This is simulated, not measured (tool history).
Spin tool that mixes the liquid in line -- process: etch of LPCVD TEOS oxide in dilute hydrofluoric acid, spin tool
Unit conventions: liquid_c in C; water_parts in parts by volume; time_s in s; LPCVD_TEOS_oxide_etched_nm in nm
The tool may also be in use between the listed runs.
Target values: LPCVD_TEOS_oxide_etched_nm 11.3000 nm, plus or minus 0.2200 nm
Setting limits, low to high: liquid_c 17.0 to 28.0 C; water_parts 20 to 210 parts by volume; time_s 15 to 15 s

Run 1, day 0.000: liquid_c 20.0 C, water_parts 115 parts by volume, time_s 15 s. Result: LPCVD_TEOS_oxide_etched_nm 7.6766 nm.
Run 2, day 0.138: liquid_c 21.0 C, water_parts 115 parts by volume, time_s 15 s. Result: LPCVD_TEOS_oxide_etched_nm 7.9987 nm.
Run 3, day 0.192: liquid_c 19.0 C, water_parts 115 parts by volume, time_s 15 s. Result: LPCVD_TEOS_oxide_etched_nm 7.4448 nm.
Run 4, day 0.538: liquid_c 19.0 C, water_parts 145 parts by volume, time_s 15 s. Result: LPCVD_TEOS_oxide_etched_nm 5.6940 nm.
Run 5, day 0.867: liquid_c 21.0 C, water_parts 145 parts by volume, time_s 15 s. Result: LPCVD_TEOS_oxide_etched_nm 6.1725 nm.
At day 0.908: hydrofluoric acid flow meter replaced.
Run 6, day 0.908: liquid_c 24.5 C, water_parts 145 parts by volume, time_s 15 s. Result: LPCVD_TEOS_oxide_etched_nm 6.2609 nm.
Run 7, day 1.012: liquid_c 24.5 C, water_parts 145 parts by volume, time_s 15 s. Result: LPCVD_TEOS_oxide_etched_nm 6.3104 nm.
Run 8, day 1.283: liquid_c 25.0 C, water_parts 140 parts by volume, time_s 15 s. Result: LPCVD_TEOS_oxide_etched_nm 6.6929 nm.
Run 9, day 1.542: liquid_c 28.0 C, water_parts 90 parts by volume, time_s 15 s. Result: LPCVD_TEOS_oxide_etched_nm 12.3830 nm.

Exactly one of the 4 candidate moves below puts every result within its allowed miss. Which one?
Run A, day 1.800: liquid_c 28.0 C, water_parts 80 parts by volume, time_s 15 s. Result: LPCVD_TEOS_oxide_etched_nm ?.
Run B, day 1.800: liquid_c 28.0 C, water_parts 95 parts by volume, time_s 15 s. Result: LPCVD_TEOS_oxide_etched_nm ?.
Run C, day 1.800: liquid_c 28.0 C, water_parts 85 parts by volume, time_s 15 s. Result: LPCVD_TEOS_oxide_etched_nm ?.
Run D, day 1.800: liquid_c 27.0 C, water_parts 95 parts by volume, time_s 15 s. Result: LPCVD_TEOS_oxide_etched_nm ?.

move  LPCVD_TEOS_oxide_etched_nm
   A                     14.2240
   B                     11.7330
   C                     13.2950
   D                     11.2900
A: lands further from the targets than the last run did
B: moves toward the targets from the last run without getting all of them in spec
C: lands further from the targets than the last run did
D: each result inside its tolerance
So the answer is move D, the one that meets all the targets.
